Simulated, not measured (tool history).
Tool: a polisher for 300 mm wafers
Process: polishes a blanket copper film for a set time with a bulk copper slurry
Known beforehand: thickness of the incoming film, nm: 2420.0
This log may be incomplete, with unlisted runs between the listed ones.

run,hour,flow of slurry (ml/min),pressure of the wafer on the pad (psi),speed of the pad under the wafer (cm/s),abrasive content of the slurry,polishing time (s),film removed (angstrom)
1,0.0,320,2.9,106,1.00,17,2007.00
2,4.6,320,2.6,94,1.00,17,1634.70
3,11.9,320,2.4,84,1.00,17,1375.90
4,18.7,320,3.0,84,1.00,17,1738.40
5,23.7,320,2.7,76,1.00,17,1476.60
6,27.9,320,3.1,76,1.00,17,1643.10
7,29.7,280,2.3,48,0.75,15,732.99
8,30.5,275,2.0,48,0.75,15,644.24

What does the tool deliver on the next run?
9,32.2,280,2.0,48,0.75,15,?

Logged for run 9: film removed (angstrom) 646.09.
